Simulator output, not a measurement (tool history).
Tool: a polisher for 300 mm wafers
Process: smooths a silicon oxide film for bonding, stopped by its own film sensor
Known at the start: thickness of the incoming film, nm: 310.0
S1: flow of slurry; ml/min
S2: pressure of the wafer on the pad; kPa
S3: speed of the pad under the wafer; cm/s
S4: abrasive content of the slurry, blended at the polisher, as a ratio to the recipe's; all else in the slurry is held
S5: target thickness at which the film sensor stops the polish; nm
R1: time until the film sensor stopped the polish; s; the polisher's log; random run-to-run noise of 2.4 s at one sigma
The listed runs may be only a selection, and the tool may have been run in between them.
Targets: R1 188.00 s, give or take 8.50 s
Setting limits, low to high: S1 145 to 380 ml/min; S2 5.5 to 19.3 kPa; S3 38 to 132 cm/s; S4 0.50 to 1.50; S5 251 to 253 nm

run 1 hour=0.0 | S1=245 S2=12.4 S3=84 S4=1.00 S5=253 | R1=106.88
run 2 hour=1.6 | S1=225 S2=12.4 S3=84 S4=1.00 S5=253 | R1=111.25
run 3 hour=10.2 | S1=225 S2=12.4 S3=84 S4=1.00 S5=253 | R1=110.57
run 4 hour=19.0 | S1=225 S2=10.3 S3=84 S4=1.00 S5=253 | R1=130.69
run 5 hour=26.1 | S1=225 S2=10.3 S3=84 S4=1.00 S5=253 | R1=127.58
run 6 hour=27.2 | S1=225 S2=10.3 S3=84 S4=1.00 S5=251 | R1=130.83
run 7 hour=28.7 | S1=220 S2=9.0 S3=84 S4=1.00 S5=251 | R1=148.11
run 8 hour=33.3 | S1=215 S2=8.3 S3=84 S4=1.00 S5=251 | R1=157.29
run 9 hour=35.3 | S1=215 S2=7.6 S3=84 S4=1.00 S5=251 | R1=170.59

Consider the 5 candidate settings below. Which is the only one whose results all fall within their allowed miss of target?
run A hour=37.3 | S1=210 S2=8.3 S3=86 S4=0.95 S5=253 | R1=?
run B hour=37.3 | S1=275 S2=7.6 S3=54 S4=1.10 S5=251 | R1=?
run C hour=37.3 | S1=215 S2=6.2 S3=82 S4=0.85 S5=251 | R1=?
run D hour=37.3 | S1=225 S2=8.3 S3=84 S4=0.95 S5=251 | R1=?
run E hour=37.3 | S1=195 S2=9.7 S3=72 S4=0.70 S5=253 | R1=?

move=A R1=155.18
move=B R1=225.80
move=C R1=220.43
move=D R1=162.44
move=E R1=190.33
A: further off than the last run
B: moves the result that the last run missed by most past its target, out the other side
C: moves the result that the last run missed by most past its target, out the other side
D: further off than the last run
E: all results in spec
Go with E: it meets all targets.
